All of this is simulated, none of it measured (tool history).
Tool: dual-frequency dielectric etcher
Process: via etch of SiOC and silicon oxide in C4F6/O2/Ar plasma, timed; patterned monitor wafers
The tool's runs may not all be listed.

run  hour  source power (W)  bias power (W)  etch time (s)  mean etch depth across the wafer (nm)
  1   0.0               490             172             52                                 59.889
  2   2.0               470             171             52                                 58.933
  3   9.6               450             170             52                                 58.001
  4  17.1               500             170             52                                 60.156
  5  19.6               480             169             52                                 59.254
  6  24.5               480             156             52                                 57.498

Run 7 comes next. What will it give?
     27.5  -- source power generator calibrated
  7  27.5               470             155             52                                      ?

Run 7 gave mean etch depth across the wafer (nm) 56.257.
